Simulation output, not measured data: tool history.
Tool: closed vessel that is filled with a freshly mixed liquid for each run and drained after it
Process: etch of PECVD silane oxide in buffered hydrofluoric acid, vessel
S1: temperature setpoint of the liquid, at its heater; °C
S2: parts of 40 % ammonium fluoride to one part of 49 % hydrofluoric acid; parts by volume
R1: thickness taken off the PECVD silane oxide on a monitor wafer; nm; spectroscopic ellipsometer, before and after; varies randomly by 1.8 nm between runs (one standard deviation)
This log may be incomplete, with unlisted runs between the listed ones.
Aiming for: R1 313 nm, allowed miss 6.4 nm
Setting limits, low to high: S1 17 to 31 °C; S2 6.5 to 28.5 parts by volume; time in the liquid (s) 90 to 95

run 1 hour=0 | S1=23 S2=17.5 time_in_the_liquid_(s)=90 | R1=222.02
run 2 hour=6.6 | S1=23.5 S2=17.5 time_in_the_liquid_(s)=90 | R1=226.46
run 3 hour=12.5 | S1=21.5 S2=17.5 time_in_the_liquid_(s)=90 | R1=204.57
run 4 hour=18.2 | S1=20.5 S2=17.5 time_in_the_liquid_(s)=90 | R1=194.4
run 5 hour=24.4 | S1=20.5 S2=17.5 time_in_the_liquid_(s)=90 | R1=193.33
run 6 hour=26 | S1=20.5 S2=17.5 time_in_the_liquid_(s)=95 | R1=203.91
run 7 hour=34 | S1=21 S2=17.5 time_in_the_liquid_(s)=95 | R1=210.53
run 8 hour=35.7 | S1=21.5 S2=17.5 time_in_the_liquid_(s)=95 | R1=217.82
run 9 hour=41.2 | S1=22 S2=17.5 time_in_the_liquid_(s)=95 | R1=221.54

Of the 5 settings listed for the next run, only one would bring every result within its allowed miss of target. Which one?
run A hour=46.7 | S1=23 S2=22.5 time_in_the_liquid_(s)=90 | R1=?
run B hour=46.7 | S1=20 S2=21 time_in_the_liquid_(s)=90 | R1=?
run C hour=46.7 | S1=19.5 S2=18 time_in_the_liquid_(s)=90 | R1=?
run D hour=46.7 | S1=23.5 S2=13.5 time_in_the_liquid_(s)=95 | R1=?
run E hour=46.7 | S1=26.5 S2=13 time_in_the_liquid_(s)=95 | R1=?

move=A R1=178.8
move=B R1=158.67
move=C R1=177.06
move=D R1=309.74
move=E R1=378.2
A: further off than the last run
B: further off than the last run
C: further off than the last run
D: every result within its allowed miss
E: the result that was furthest off in the last run now lies on the other side of its target
The right move is D.

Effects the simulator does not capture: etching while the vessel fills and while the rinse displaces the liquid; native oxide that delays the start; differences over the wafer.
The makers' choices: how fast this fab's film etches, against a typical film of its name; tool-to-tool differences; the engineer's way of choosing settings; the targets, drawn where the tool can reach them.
